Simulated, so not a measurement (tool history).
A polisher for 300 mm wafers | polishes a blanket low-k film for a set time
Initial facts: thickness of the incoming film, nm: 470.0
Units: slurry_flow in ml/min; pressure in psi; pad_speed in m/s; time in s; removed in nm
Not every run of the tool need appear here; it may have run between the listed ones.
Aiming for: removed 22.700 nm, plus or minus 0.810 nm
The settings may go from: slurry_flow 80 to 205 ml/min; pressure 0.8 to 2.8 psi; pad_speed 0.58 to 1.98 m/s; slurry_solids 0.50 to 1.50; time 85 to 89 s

run  hour  slurry_flow  pressure  pad_speed  slurry_solids  time  removed
  1   0.0          135       1.8       1.28           1.00    85   32.776
  2   6.4          130       1.6       1.28           1.00    85   29.084
  3  14.3          130       1.6       1.28           1.00    89   30.397
  4  19.3          130       1.3       1.28           1.00    89   24.886
  5  24.1          125       1.3       1.28           1.00    89   24.867
  6  29.7          125       1.0       1.28           1.00    89   19.655
  7  35.5          130       1.0       1.28           1.00    89   19.472
  8  38.8          130       1.1       1.28           1.00    89   21.274

Next run, 4 choices. One meets every target within its allowed miss, the rest don't. Which?
  A  42.1          130       1.1       1.38           1.00    89        ?
  B  42.1          130       1.0       1.36           1.05    89        ?
  C  42.1          130       1.1       1.26           1.05    88        ?
  D  42.1          120       1.1       1.30           1.00    85        ?

move  removed
   A   22.864
   B   21.089
   C   21.493
   D   20.453
A: hits every target within its allowed miss
B: moves away from the targets compared with the last run
C: nearer the targets than the last run, but a result is still out of spec
D: moves away from the targets compared with the last run
The right move is A.
